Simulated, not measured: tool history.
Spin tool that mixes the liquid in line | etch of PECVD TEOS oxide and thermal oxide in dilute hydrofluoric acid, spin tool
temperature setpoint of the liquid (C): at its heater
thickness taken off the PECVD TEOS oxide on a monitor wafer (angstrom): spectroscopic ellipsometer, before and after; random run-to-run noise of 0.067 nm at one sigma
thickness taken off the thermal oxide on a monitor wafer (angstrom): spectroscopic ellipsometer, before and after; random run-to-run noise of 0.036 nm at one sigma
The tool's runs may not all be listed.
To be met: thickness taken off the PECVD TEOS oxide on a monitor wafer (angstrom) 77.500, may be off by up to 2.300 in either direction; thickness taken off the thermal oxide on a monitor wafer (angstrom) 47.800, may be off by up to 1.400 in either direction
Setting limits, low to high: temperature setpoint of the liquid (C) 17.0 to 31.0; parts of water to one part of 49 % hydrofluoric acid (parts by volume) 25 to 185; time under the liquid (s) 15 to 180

run	hour	temperature setpoint of the liquid (C)	parts of water to one part of 49 % hydrofluoric acid (parts by volume)	time under the liquid (s)	thickness taken off the PECVD TEOS oxide on a monitor wafer (angstrom)	thickness taken off the thermal oxide on a monitor wafer (angstrom)
1	0.0	23.0	105	90	63.576	39.414
2	6.6	23.5	105	90	65.556	39.800
3	9.7	26.5	105	90	72.049	45.459
4	14.3	26.5	130	90	57.563	35.366
5	17.0	27.0	130	90	59.600	35.865
6	18.1	27.5	130	90	59.140	37.221
7	21.4	27.5	125	90	62.353	38.333
8	29.1	28.0	125	90	64.374	38.965
9	37.3	28.5	125	90	64.323	39.421
10	38.9	29.0	125	90	65.939	40.504
11	43.1	29.5	125	90	66.830	41.497
12	49.6	30.0	120	90	72.756	44.417

Of the 4 settings listed for the next run, only one would bring every result within its allowed miss of target. Which one?
A	56.1	24.5	90	80	?	?
B	56.1	29.5	115	85	?	?
C	56.1	29.5	130	110	?	?
D	56.1	28.0	115	95	?	?

move	thickness taken off the PECVD TEOS oxide on a monitor wafer (angstrom)	thickness taken off the thermal oxide on a monitor wafer (angstrom)
A	71.128	44.121
B	69.373	43.032
C	77.827	48.277
D	73.298	45.467
A: the biggest miss grows against the last run
B: the biggest miss grows against the last run
C: hits every target within its allowed miss
D: gains on the last run, yet a result remains outside its allowed miss
So the answer is move C, the one that meets all the targets.
